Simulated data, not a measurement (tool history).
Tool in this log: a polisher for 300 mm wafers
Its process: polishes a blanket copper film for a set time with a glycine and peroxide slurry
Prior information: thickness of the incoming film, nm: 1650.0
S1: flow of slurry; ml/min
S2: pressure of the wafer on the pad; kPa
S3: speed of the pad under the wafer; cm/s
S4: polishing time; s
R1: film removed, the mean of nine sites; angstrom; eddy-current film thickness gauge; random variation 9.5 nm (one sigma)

run	hour	S1	S2	S3	S4	R1
1	0	240	17.2	110	115	5609.8
2	2.9	240	20	112	115	6520.2
3	10.7	240	22.1	114	115	7221.3
4	13.9	300	22.1	114	115	7402.6
5	18.7	300	24.8	114	115	8242.6
6	23.9	270	24.8	114	115	8147.6
7	30.1	270	25.5	116	115	8462.1

Predict the results of run 8:
8	31.7	270	26.2	118	115	?

R1: 8821.4 angstrom
